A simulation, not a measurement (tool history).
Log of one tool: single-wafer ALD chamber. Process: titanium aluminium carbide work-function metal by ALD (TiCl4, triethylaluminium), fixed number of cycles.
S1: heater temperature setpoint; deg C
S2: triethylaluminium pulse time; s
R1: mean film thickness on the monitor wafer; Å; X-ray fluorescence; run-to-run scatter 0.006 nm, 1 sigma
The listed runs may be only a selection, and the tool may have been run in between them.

Run 1, day 0: S1 315 deg C, S2 12.42 s. Result: R1 21.328 Å.
Run 2, day 0.208: S1 317 deg C, S2 12.59 s. Result: R1 21.431 Å.
Run 3, day 0.371: S1 319 deg C, S2 12.79 s. Result: R1 21.836 Å.
Run 4, day 0.696: S1 319 deg C, S2 10.77 s. Result: R1 21.448 Å.
Run 5, day 0.938: S1 314 deg C, S2 10.77 s. Result: R1 21.1 Å.
Run 6, day 0.975: S1 320 deg C, S2 10.77 s. Result: R1 21.652 Å.
Run 7, day 1.35: S1 321 deg C, S2 10.88 s. Result: R1 21.823 Å.

Run 8 comes next. What will it give?
Run 8, day 1.504: S1 322 deg C, S2 10.95 s. Result: R1 ?.

R1: 21.802 Å

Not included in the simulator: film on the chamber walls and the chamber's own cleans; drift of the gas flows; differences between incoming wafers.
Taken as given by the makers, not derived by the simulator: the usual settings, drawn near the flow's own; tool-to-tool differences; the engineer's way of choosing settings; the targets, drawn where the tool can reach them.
